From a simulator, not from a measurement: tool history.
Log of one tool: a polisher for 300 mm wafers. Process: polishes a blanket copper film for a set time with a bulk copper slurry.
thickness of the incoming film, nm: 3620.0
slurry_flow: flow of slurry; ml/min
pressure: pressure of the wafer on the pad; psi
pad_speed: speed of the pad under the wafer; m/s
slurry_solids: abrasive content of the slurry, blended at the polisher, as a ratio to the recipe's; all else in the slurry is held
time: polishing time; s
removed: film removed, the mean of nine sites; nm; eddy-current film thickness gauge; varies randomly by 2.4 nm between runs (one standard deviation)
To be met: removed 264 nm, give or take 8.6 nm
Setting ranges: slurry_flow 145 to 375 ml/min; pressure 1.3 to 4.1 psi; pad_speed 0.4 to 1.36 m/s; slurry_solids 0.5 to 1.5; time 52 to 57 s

run  hour  slurry_flow  pressure  pad_speed  slurry_solids  time  removed
  1     0          240       2.7       0.88              1    57   350.96
  2   7.5          240       2.7       1.08              1    57   432.92
  3  13.4          240       2.5       1.08              1    57    400.7
  4  21.1          240       2.3       1.08              1    57   369.87
  5  29.9          240       2.3       1.08            1.1    57   381.44
  6  32.6          240       2.3       1.22            1.1    57   428.81
  7  36.8          240       2.1        1.2            1.1    57   386.96
  8  44.3          240         2        1.2            1.1    57   371.96
  9  45.6          240       1.9        1.2            1.1    57   356.62
 10  48.2          240       1.8        1.2            1.1    57   337.45
 11  50.3          240       1.7        1.2            1.1    57   319.66
 12  53.9          240       1.6        1.2            1.1    57   305.66
 13  59.8          240       1.5        1.2            1.1    57   286.51

Pick the move, out of 4, that brings all results within their allowed miss; only one does.
  A  65.7          240       1.7        1.3           1.15    52        ?
  B  65.7          325       1.7       1.22            1.2    55        ?
  C  65.7          250       1.6       1.36           1.05    53        ?
  D  65.7          255       1.5       1.12           1.25    55        ?

move  removed
   A   317.57
   B   328.66
   C   316.32
   D   266.68
A: its largest miss is bigger than the last run's
B: its largest miss is bigger than the last run's
C: its largest miss is bigger than the last run's
D: all results land within tolerance of their targets
D is the move that brings every result within its allowed miss.
